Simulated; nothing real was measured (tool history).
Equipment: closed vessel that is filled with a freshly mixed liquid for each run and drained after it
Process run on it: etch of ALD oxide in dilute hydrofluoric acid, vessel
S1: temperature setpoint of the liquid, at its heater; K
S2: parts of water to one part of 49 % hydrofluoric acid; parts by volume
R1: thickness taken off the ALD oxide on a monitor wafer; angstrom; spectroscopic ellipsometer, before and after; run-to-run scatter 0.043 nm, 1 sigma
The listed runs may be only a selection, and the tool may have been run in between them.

run 1 hour=0.0 | S1=295.15 S2=265 time_in_the_liquid_(s)=260 | R1=82.294
run 2 hour=8.6 | S1=295.15 S2=265 time_in_the_liquid_(s)=260 | R1=81.810
run 3 hour=9.5 | S1=294.15 S2=275 time_in_the_liquid_(s)=260 | R1=75.007
run 4 hour=10.7 | S1=293.65 S2=280 time_in_the_liquid_(s)=260 | R1=71.922
run 5 hour=14.9 | S1=293.15 S2=285 time_in_the_liquid_(s)=260 | R1=68.425
run 6 hour=16.8 | S1=293.15 S2=285 time_in_the_liquid_(s)=260 | R1=68.820
run 7 hour=18.4 | S1=292.65 S2=290 time_in_the_liquid_(s)=260 | R1=66.505

Run 8 has not been measured yet. What should we expect?
run 8 hour=24.3 | S1=292.15 S2=295 time_in_the_liquid_(s)=260 | R1=?

{"run 8": {"R1": 63.208}}

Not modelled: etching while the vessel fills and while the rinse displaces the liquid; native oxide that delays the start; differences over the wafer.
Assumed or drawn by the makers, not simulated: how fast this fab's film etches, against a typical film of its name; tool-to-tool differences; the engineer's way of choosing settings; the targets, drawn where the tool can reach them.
